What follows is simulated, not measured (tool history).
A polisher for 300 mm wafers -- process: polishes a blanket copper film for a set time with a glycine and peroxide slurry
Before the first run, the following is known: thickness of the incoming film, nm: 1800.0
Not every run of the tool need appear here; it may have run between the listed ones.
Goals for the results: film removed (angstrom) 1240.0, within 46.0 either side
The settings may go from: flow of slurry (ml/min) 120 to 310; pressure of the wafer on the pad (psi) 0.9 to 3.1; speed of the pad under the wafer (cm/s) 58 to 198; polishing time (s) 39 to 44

run	hour	flow of slurry (ml/min)	pressure of the wafer on the pad (psi)	speed of the pad under the wafer (cm/s)	polishing time (s)	film removed (angstrom)
1	0.0	200	2.0	128	44	1970.1
2	8.5	200	1.7	126	44	1726.9
3	9.1	200	2.0	126	44	1970.3
4	9.8	200	1.7	124	44	1710.6
5	12.9	200	1.5	124	44	1572.4
6	15.9	200	1.5	124	44	1629.8
7	18.9	200	1.3	120	44	1412.9
8	20.4	200	1.2	120	44	1382.3
9	25.2	200	1.1	120	44	1337.8

Which single option among these 5 for the next run brings every result within its allowed miss of target? Just one does.
A	30.0	230	1.1	130	43	?
B	30.0	220	1.0	116	40	?
C	30.0	215	1.3	128	44	?
D	30.0	200	0.9	114	42	?
E	30.0	230	1.1	106	44	?

move	film removed (angstrom)
A	1346.0
B	1111.3
C	1488.5
D	1088.7
E	1225.4
A: moves away from the targets compared with the last run
B: carries the result that was furthest off beyond its target, to the other side
C: moves away from the targets compared with the last run
D: carries the result that was furthest off beyond its target, to the other side
E: every result within its allowed miss
E is the move that brings every result within its allowed miss.

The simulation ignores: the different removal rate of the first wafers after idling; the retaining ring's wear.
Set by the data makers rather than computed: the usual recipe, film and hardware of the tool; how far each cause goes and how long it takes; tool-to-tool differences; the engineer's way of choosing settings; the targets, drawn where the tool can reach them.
